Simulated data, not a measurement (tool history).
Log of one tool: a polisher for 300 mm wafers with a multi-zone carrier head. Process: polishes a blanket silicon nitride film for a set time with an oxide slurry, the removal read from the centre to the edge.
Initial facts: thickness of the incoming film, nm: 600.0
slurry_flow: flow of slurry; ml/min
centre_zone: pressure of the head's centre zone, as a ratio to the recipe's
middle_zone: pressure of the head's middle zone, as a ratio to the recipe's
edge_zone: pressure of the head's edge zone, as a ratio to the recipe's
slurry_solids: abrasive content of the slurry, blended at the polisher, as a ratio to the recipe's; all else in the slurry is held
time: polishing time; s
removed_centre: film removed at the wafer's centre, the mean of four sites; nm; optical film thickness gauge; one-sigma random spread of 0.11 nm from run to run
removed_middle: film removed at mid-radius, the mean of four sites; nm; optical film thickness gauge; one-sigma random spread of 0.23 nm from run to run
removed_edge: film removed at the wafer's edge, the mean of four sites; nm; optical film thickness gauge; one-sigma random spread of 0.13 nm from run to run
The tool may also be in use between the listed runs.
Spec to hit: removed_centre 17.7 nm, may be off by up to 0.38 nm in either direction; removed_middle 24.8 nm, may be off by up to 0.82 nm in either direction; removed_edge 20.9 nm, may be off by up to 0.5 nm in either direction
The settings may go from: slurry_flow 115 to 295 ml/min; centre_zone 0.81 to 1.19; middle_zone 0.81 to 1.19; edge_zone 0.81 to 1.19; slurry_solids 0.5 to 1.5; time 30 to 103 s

Run 1, hour 0: slurry_flow 190 ml/min, centre_zone 1, middle_zone 1, edge_zone 1, slurry_solids 1, time 66 s. Result: removed_centre 25.557 nm, removed_middle 26.324 nm, removed_edge 25.709 nm.
Run 2, hour 6.4: slurry_flow 180 ml/min, centre_zone 0.96, middle_zone 1.02, edge_zone 0.97, slurry_solids 0.95, time 66 s. Result: removed_centre 23.518 nm, removed_middle 25.734 nm, removed_edge 24.598 nm.
Run 3, hour 12.7: slurry_flow 180 ml/min, centre_zone 0.96, middle_zone 0.97, edge_zone 0.97, slurry_solids 0.95, time 66 s. Result: removed_centre 23.589 nm, removed_middle 24.858 nm, removed_edge 24.422 nm.
Run 4, hour 21.6: slurry_flow 180 ml/min, centre_zone 0.96, middle_zone 0.97, edge_zone 1.03, slurry_solids 0.95, time 66 s. Result: removed_centre 23.321 nm, removed_middle 24.969 nm, removed_edge 25.018 nm.
Run 5, hour 30.3: slurry_flow 170 ml/min, centre_zone 0.93, middle_zone 1, edge_zone 0.99, slurry_solids 0.9, time 66 s. Result: removed_centre 21.753 nm, removed_middle 24.853 nm, removed_edge 23.67 nm.
Run 6, hour 34.5: slurry_flow 170 ml/min, centre_zone 0.93, middle_zone 1, edge_zone 1.07, slurry_solids 0.9, time 66 s. Result: removed_centre 21.828 nm, removed_middle 24.231 nm, removed_edge 24.635 nm.
Run 7, hour 40.5: slurry_flow 160 ml/min, centre_zone 0.91, middle_zone 1.02, edge_zone 1.03, slurry_solids 0.9, time 66 s. Result: removed_centre 21.028 nm, removed_middle 25.063 nm, removed_edge 23.956 nm.
Run 8, hour 46.2: slurry_flow 155 ml/min, centre_zone 0.89, middle_zone 1.02, edge_zone 1, slurry_solids 0.9, time 66 s. Result: removed_centre 20.464 nm, removed_middle 24.773 nm, removed_edge 23.801 nm.
Run 9, hour 48.8: slurry_flow 150 ml/min, centre_zone 0.88, middle_zone 1.04, edge_zone 0.97, slurry_solids 0.85, time 66 s. Result: removed_centre 19.635 nm, removed_middle 24.231 nm, removed_edge 22.514 nm.

Which single option among these 4 for the next run brings every result within its allowed miss of target? Just one does.
Run A, hour 51.4: slurry_flow 155 ml/min, centre_zone 0.82, middle_zone 1.11, edge_zone 0.87, slurry_solids 0.8, time 66 s. Result: removed_centre ?, removed_middle ?, removed_edge ?.
Run B, hour 51.4: slurry_flow 155 ml/min, centre_zone 0.92, middle_zone 1.19, edge_zone 0.85, slurry_solids 0.9, time 58 s. Result: removed_centre ?, removed_middle ?, removed_edge ?.
Run C, hour 51.4: slurry_flow 115 ml/min, centre_zone 0.85, middle_zone 1.08, edge_zone 0.93, slurry_solids 0.9, time 62 s. Result: removed_centre ?, removed_middle ?, removed_edge ?.
Run D, hour 51.4: slurry_flow 140 ml/min, centre_zone 0.88, middle_zone 1.14, edge_zone 0.92, slurry_solids 0.85, time 63 s. Result: removed_centre ?, removed_middle ?, removed_edge ?.

move  removed_centre  removed_middle  removed_edge
   A          17.795          24.646        20.883
   B          18.922           24.75         19.56
   C          17.857          23.414        21.105
   D          18.698          24.698        20.991
A: in spec on every target
B: closes in on the targets versus the last run, not all within tolerance yet
C: the worst result of the last run now meets its target, but another is out of spec
D: closes in on the targets versus the last run, not all within tolerance yet
The move that meets every target is A.
